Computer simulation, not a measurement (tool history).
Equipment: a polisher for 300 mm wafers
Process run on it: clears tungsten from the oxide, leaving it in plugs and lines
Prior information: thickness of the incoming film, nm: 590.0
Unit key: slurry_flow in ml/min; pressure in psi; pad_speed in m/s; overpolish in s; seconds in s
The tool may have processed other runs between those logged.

{"run": 1, "hour": 0.0, "slurry_flow": 270, "pressure": 4.4, "pad_speed": 1.38, "slurry_solids": 1.0, "overpolish": 39, "seconds": 72.7}
{"run": 2, "hour": 8.4, "slurry_flow": 270, "pressure": 4.1, "pad_speed": 1.36, "slurry_solids": 1.0, "overpolish": 39, "seconds": 79.204}
{"run": 3, "hour": 9.3, "slurry_flow": 270, "pressure": 3.9, "pad_speed": 1.36, "slurry_solids": 1.0, "overpolish": 39, "seconds": 80.219}
{"run": 4, "hour": 15.5, "slurry_flow": 300, "pressure": 3.9, "pad_speed": 1.36, "slurry_solids": 1.0, "overpolish": 39, "seconds": 84.425}
{"run": 5, "hour": 21.4, "slurry_flow": 300, "pressure": 3.7, "pad_speed": 1.36, "slurry_solids": 1.0, "overpolish": 39, "seconds": 84.188}
{"run": 6, "hour": 27.6, "slurry_flow": 300, "pressure": 3.5, "pad_speed": 1.34, "slurry_solids": 1.0, "overpolish": 39, "seconds": 89.31}

Run 7, settings as shown, results not yet in. Your forecast:
{"run": 7, "hour": 31.0, "slurry_flow": 300, "pressure": 3.3, "pad_speed": 1.32, "slurry_solids": 1.0, "overpolish": 39, "seconds": "?"}

seconds: 96.086 s
